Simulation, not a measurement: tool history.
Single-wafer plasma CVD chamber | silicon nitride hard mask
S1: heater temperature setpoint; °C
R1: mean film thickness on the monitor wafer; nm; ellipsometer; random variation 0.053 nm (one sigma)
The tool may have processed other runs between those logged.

{"run": 1, "hour": 0.0, "S1": 395, "chamber pressure (Pa)": 184, "RF power (kW)": 0.34, "deposition time (s)": 17.8, "R1": 20.174}
{"run": 2, "hour": 0.9, "S1": 395, "chamber pressure (Pa)": 171, "RF power (kW)": 0.34, "deposition time (s)": 17.8, "R1": 19.871}
{"run": 3, "hour": 6.8, "S1": 395, "chamber pressure (Pa)": 176, "RF power (kW)": 0.345, "deposition time (s)": 17.8, "R1": 20.192}
{"run": 4, "hour": 9.3, "S1": 395, "chamber pressure (Pa)": 152, "RF power (kW)": 0.345, "deposition time (s)": 17.8, "R1": 19.479}
{"run": 5, "hour": 17.4, "S1": 395, "chamber pressure (Pa)": 165, "RF power (kW)": 0.345, "deposition time (s)": 17.8, "R1": 19.925}
{"run": 6, "hour": 19.0, "S1": 395, "chamber pressure (Pa)": 140, "RF power (kW)": 0.345, "deposition time (s)": 17.8, "R1": 19.073}
{"run": 7, "hour": 19.5, "S1": 395, "chamber pressure (Pa)": 148, "RF power (kW)": 0.35, "deposition time (s)": 17.8, "R1": 19.652}
{"run": 8, "hour": 27.2, "S1": 395, "chamber pressure (Pa)": 153, "RF power (kW)": 0.355, "deposition time (s)": 17.8, "R1": 20.009}
{"run": 9, "hour": 30.0, "S1": 395, "chamber pressure (Pa)": 159, "RF power (kW)": 0.36, "deposition time (s)": 17.8, "R1": 20.371}
{"run": 10, "hour": 31.7, "S1": 395, "chamber pressure (Pa)": 164, "RF power (kW)": 0.365, "deposition time (s)": 17.8, "R1": 20.776}
{"run": 11, "hour": 34.8, "S1": 395, "chamber pressure (Pa)": 168, "RF power (kW)": 0.37, "deposition time (s)": 17.8, "R1": 21.229}
{"run": 12, "hour": 43.0, "S1": 395, "chamber pressure (Pa)": 172, "RF power (kW)": 0.37, "deposition time (s)": 17.8, "R1": 21.32}
{"run": 13, "hour": 43.9, "S1": 395, "chamber pressure (Pa)": 175, "RF power (kW)": 0.37, "deposition time (s)": 17.8, "R1": 21.385}

The next listed run, before its measurement:
{"run": 14, "hour": 48.7, "S1": 395, "chamber pressure (Pa)": 177, "RF power (kW)": 0.37, "deposition time (s)": 17.8, "R1": "?"}

R1: 21.569 nm
